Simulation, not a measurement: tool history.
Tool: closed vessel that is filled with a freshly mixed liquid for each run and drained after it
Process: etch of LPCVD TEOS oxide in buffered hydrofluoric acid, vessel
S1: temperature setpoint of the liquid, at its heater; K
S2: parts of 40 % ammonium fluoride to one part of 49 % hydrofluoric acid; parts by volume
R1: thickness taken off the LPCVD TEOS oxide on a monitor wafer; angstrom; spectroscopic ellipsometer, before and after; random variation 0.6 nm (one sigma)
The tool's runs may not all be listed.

Run 1, day 0: S1 298.15 K, S2 10 parts by volume, time in the liquid (s) 35. Result: R1 1104.5 angstrom.
Run 2, day 0.154: S1 298.15 K, S2 10 parts by volume, time in the liquid (s) 35. Result: R1 1102.4 angstrom.
Run 3, day 0.346: S1 298.15 K, S2 12 parts by volume, time in the liquid (s) 35. Result: R1 909.93 angstrom.
Run 4, day 0.462: S1 298.15 K, S2 10 parts by volume, time in the liquid (s) 35. Result: R1 1089.2 angstrom.
Run 5, day 0.517: S1 298.15 K, S2 10 parts by volume, time in the liquid (s) 30. Result: R1 939.63 angstrom.
At day 0.554: hydrofluoric acid flow meter replaced.
Run 6, day 0.554: S1 298.15 K, S2 10 parts by volume, time in the liquid (s) 35. Result: R1 1192.1 angstrom.

The next listed run, before its measurement:
Run 7, day 0.938: S1 296.15 K, S2 10 parts by volume, time in the liquid (s) 35. Result: R1 ?.

{"run 7": {"R1": 1093}}

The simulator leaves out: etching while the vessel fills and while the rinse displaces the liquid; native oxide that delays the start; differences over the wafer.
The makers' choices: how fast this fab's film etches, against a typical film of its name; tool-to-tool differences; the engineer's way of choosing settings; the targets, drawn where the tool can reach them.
